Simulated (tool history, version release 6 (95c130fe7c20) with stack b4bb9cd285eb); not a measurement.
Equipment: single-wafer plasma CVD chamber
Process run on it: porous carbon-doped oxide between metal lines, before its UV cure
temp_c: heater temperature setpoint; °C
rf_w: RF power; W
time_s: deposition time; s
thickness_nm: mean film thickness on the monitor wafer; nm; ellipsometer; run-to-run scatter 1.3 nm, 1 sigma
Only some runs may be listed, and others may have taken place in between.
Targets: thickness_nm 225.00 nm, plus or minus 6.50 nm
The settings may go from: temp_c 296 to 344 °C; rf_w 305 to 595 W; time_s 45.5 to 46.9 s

run  hour  temp_c  rf_w  time_s  thickness_nm
  1   0.0     320   450    45.5        187.23
  2   2.7     320   395    45.5        163.58
  3  11.0     318   415    45.6        174.31
  4  12.5     316   430    45.7        183.38
  5  17.8     314   440    45.8        189.36
  6  25.6     309   440    45.8        193.31
  7  32.0     309   440    45.8        192.07
  8  40.6     308   450    45.9        198.47
  9  43.9     307   460    46.0        201.71
 10  52.5     306   470    46.1        210.69
 11  60.5     305   475    46.1        213.32
 12  65.5     305   475    46.1        211.99
 13  67.5     304   480    46.1        215.73
 14  76.5     303   480    46.1        218.38
 15  80.2     302   480    46.1        216.66

Which one of the following 4 next-run settings gets every result inside its allowed miss? There is exactly one.
  A  83.9     303   475    46.3             ?
  B  83.9     303   545    46.5             ?
  C  83.9     298   510    46.9             ?
  D  83.9     299   485    46.4             ?

move  thickness_nm
   A        214.26
   B        240.75
   C        235.87
   D        222.83
A: moves away from the targets compared with the last run
B: pushes the last run's worst result past its target
C: pushes the last run's worst result past its target
D: every result within its allowed miss
The move that meets every target is D.
